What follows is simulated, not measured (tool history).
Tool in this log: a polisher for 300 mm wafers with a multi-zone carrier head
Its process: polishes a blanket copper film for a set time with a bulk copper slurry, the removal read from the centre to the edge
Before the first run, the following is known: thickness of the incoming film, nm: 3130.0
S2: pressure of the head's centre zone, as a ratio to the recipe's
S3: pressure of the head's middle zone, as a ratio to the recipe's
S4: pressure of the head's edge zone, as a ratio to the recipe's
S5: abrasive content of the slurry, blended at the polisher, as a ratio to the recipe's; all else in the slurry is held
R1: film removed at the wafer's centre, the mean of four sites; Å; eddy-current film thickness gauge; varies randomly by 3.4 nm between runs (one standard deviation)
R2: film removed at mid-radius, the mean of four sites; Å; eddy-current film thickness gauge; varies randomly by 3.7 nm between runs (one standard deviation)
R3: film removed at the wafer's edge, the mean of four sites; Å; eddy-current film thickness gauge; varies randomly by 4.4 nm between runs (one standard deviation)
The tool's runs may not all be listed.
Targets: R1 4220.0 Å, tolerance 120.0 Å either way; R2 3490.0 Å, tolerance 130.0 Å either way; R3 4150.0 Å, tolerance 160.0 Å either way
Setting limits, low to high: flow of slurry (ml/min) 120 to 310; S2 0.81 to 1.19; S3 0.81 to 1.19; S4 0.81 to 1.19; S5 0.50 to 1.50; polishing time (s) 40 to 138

{"run": 1, "hour": 0.0, "flow of slurry (ml/min)": 200, "S2": 1.0, "S3": 1.0, "S4": 1.0, "S5": 1.0, "polishing time (s)": 88, "R1": 7457.7, "R2": 6797.8, "R3": 6822.5}
{"run": 2, "hour": 7.8, "flow of slurry (ml/min)": 200, "S2": 1.0, "S3": 1.0, "S4": 1.06, "S5": 1.0, "polishing time (s)": 88, "R1": 7424.8, "R2": 6730.7, "R3": 7256.8}
{"run": 3, "hour": 15.6, "flow of slurry (ml/min)": 200, "S2": 1.0, "S3": 1.0, "S4": 1.06, "S5": 1.0, "polishing time (s)": 98, "R1": 8234.1, "R2": 7519.2, "R3": 7810.1}
{"run": 4, "hour": 21.0, "flow of slurry (ml/min)": 185, "S2": 0.98, "S3": 0.95, "S4": 1.01, "S5": 0.85, "polishing time (s)": 82, "R1": 6406.0, "R2": 5682.6, "R3": 6370.7}
{"run": 5, "hour": 25.5, "flow of slurry (ml/min)": 185, "S2": 0.98, "S3": 0.95, "S4": 1.01, "S5": 0.85, "polishing time (s)": 61, "R1": 4818.4, "R2": 4293.3, "R3": 4703.6}
{"run": 6, "hour": 27.3, "flow of slurry (ml/min)": 185, "S2": 1.03, "S3": 0.95, "S4": 1.01, "S5": 0.85, "polishing time (s)": 61, "R1": 5040.8, "R2": 4253.1, "R3": 4661.4}
{"run": 7, "hour": 33.3, "flow of slurry (ml/min)": 175, "S2": 1.01, "S3": 0.92, "S4": 0.98, "S5": 0.75, "polishing time (s)": 60, "R1": 4644.9, "R2": 3894.4, "R3": 4370.5}
{"hour": 34.9, "done": "centre zone pressure recalibrated"}
{"run": 8, "hour": 34.9, "flow of slurry (ml/min)": 165, "S2": 1.0, "S3": 0.9, "S4": 0.97, "S5": 0.75, "polishing time (s)": 60, "R1": 4301.1, "R2": 3796.2, "R3": 4291.4}

Exercise: of the 4 proposed moves below, exactly one satisfies all targets within the stated allowed misses. Which move is it?
{"run": "A", "hour": 36.5, "flow of slurry (ml/min)": 125, "S2": 1.02, "S3": 0.83, "S4": 0.94, "S5": 0.9, "polishing time (s)": 59, "R1": "?", "R2": "?", "R3": "?"}
{"run": "B", "hour": 36.5, "flow of slurry (ml/min)": 285, "S2": 1.02, "S3": 0.81, "S4": 1.12, "S5": 0.5, "polishing time (s)": 61, "R1": "?", "R2": "?", "R3": "?"}
{"run": "C", "hour": 36.5, "flow of slurry (ml/min)": 130, "S2": 1.03, "S3": 1.07, "S4": 0.92, "S5": 1.0, "polishing time (s)": 56, "R1": "?", "R2": "?", "R3": "?"}
{"run": "D", "hour": 36.5, "flow of slurry (ml/min)": 130, "S2": 0.97, "S3": 1.0, "S4": 0.97, "S5": 0.8, "polishing time (s)": 60, "R1": "?", "R2": "?", "R3": "?"}

move=A R1=4187.4 R2=3567.3 R3=4150.2
move=B R1=4305.3 R2=3547.2 R3=4453.3
move=C R1=4150.7 R2=4318.4 R3=4001.5
move=D R1=3977.9 R2=4154.3 R3=4182.4
A: hits every target within its allowed miss
B: puts the biggest miss on target and leaves a different result outside tolerance
C: misses by more than the last run did
D: misses by more than the last run did
Move A is the one to make.
